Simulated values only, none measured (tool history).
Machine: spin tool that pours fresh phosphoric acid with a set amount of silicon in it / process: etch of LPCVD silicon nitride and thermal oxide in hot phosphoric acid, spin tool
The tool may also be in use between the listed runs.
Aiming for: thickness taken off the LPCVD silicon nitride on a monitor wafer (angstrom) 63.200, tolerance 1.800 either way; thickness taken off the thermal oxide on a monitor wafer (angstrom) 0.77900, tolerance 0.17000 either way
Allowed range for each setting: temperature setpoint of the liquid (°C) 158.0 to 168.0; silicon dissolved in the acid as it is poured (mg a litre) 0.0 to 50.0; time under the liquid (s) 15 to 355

run  hour  temperature setpoint of the liquid (°C)  silicon dissolved in the acid as it is poured (mg a litre)  time under the liquid (s)  thickness taken off the LPCVD silicon nitride on a monitor wafer (angstrom)  thickness taken off the thermal oxide on a monitor wafer (angstrom)
  1   0.0                                    163.0                                                        26.0                        180                                                                      161.320                                                              2.58110
  2   7.6                                    163.0                                                        26.0                        150                                                                      134.720                                                              2.22520
  3  15.2                                    162.5                                                        27.0                        130                                                                      114.070                                                              1.79650
  4  19.3                                    164.5                                                        27.0                        130                                                                      122.910                                                              2.14440
  5  25.0                                    163.5                                                        28.0                        115                                                                      105.300                                                              1.57730
  6  30.8                                    163.5                                                        28.0                         60                                                                       54.484                                                              0.80699
  7  33.8                                    164.0                                                        29.5                         60                                                                       55.397                                                              0.88327
  8  39.6                                    164.0                                                        31.5                         65                                                                       59.916                                                              0.77826

5 next moves are on the table. One of them brings every result within its allowed miss. Which?
  A  45.4                                    165.5                                                        32.0                         60                                                                            ?                                                                    ?
  B  45.4                                    159.5                                                        25.5                         70                                                                            ?                                                                    ?
  C  45.4                                    163.5                                                        34.0                         65                                                                            ?                                                                    ?
  D  45.4                                    161.0                                                        31.5                         75                                                                            ?                                                                    ?
  E  45.4                                    165.0                                                        24.0                         70                                                                            ?                                                                    ?

move  thickness taken off the LPCVD silicon nitride on a monitor wafer (angstrom)  thickness taken off the thermal oxide on a monitor wafer (angstrom)
   A                                                                       57.977                                                              0.82287
   B                                                                       55.258                                                              0.78820
   C                                                                       58.752                                                              0.70243
   D                                                                       62.307                                                              0.75298
   E                                                                       66.524                                                              1.24730
A: its largest miss is bigger than the last run's
B: its largest miss is bigger than the last run's
C: its largest miss is bigger than the last run's
D: meets every target
E: the result that was furthest off in the last run now lies on the other side of its target
D is the move that brings every result within its allowed miss.
